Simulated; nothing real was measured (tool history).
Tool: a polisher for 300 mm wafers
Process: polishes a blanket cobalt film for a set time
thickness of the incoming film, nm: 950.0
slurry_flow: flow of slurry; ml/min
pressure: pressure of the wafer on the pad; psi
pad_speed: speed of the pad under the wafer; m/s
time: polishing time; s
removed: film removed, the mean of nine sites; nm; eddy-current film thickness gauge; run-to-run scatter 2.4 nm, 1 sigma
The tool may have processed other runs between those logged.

| run | hour | slurry_flow | pressure | pad_speed | time | removed |
|---|---|---|---|---|---|---|
| 1 | 0.0 | 235 | 1.9 | 1.14 | 34 | 167.57 |
| 2 | 2.0 | 235 | 2.1 | 1.14 | 34 | 193.95 |
| 3 | 4.5 | 235 | 1.9 | 1.14 | 34 | 172.68 |
| 4 | 10.9 | 235 | 2.0 | 1.14 | 34 | 183.83 |
|  | 13.5 | head pressure recalibrated |
| 5 | 13.5 | 235 | 2.0 | 1.14 | 30 | 180.27 |
| 6 | 17.7 | 235 | 2.0 | 1.30 | 30 | 198.44 |
| 7 | 22.3 | 235 | 2.0 | 1.30 | 30 | 198.26 |

Run 8 has not been measured yet. What should we expect?
| 8 | 25.9 | 235 | 2.1 | 1.30 | 30 | ? |

Run 8 produced removed 208.81 nm.
